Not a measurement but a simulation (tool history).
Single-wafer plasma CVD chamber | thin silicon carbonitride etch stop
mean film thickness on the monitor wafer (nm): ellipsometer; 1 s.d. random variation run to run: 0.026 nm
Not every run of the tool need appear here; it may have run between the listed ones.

| run | hour | RF power (kW) | deposition time (s) | mean film thickness on the monitor wafer (nm) |
|---|---|---|---|---|
| 1 | 0.0 | 0.160 | 8.01 | 4.7556 |
| 2 | 2.1 | 0.180 | 8.01 | 4.9416 |
| 3 | 9.9 | 0.185 | 8.24 | 5.1202 |
| 4 | 17.6 | 0.190 | 8.42 | 5.2981 |
| 5 | 20.7 | 0.195 | 8.54 | 5.4182 |
| 6 | 25.4 | 0.200 | 8.64 | 5.5285 |

Forecast run 7:
| 7 | 28.2 | 0.200 | 8.71 | ? |

mean film thickness on the monitor wafer (nm): 5.5475

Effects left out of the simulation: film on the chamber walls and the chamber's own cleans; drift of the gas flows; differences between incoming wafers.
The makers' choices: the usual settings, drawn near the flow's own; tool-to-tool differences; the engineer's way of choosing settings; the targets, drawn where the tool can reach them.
